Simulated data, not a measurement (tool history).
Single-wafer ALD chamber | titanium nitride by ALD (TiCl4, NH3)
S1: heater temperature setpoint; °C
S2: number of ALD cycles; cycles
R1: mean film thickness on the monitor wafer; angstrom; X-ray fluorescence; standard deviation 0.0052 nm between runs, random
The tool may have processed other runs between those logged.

Run 1, hour 0: S1 420 °C, S2 83 cycles, NH3 pulse time (s) 2.84. Result: R1 20.937 angstrom.
Run 2, hour 3.8: S1 420 °C, S2 83 cycles, NH3 pulse time (s) 3.26. Result: R1 21.032 angstrom.
Run 3, hour 11: S1 425 °C, S2 83 cycles, NH3 pulse time (s) 3.26. Result: R1 21.01 angstrom.
Run 4, hour 18.8: S1 425 °C, S2 83 cycles, NH3 pulse time (s) 2.9. Result: R1 21.008 angstrom.
Run 5, hour 26.6: S1 425 °C, S2 83 cycles, NH3 pulse time (s) 3.34. Result: R1 20.95 angstrom.
Run 6, hour 30: S1 425 °C, S2 83 cycles, NH3 pulse time (s) 2.78. Result: R1 20.904 angstrom.

What will run 7 give?
Run 7, hour 36.3: S1 425 °C, S2 83 cycles, NH3 pulse time (s) 2.78. Result: R1 ?.

R1: 20.892 angstrom
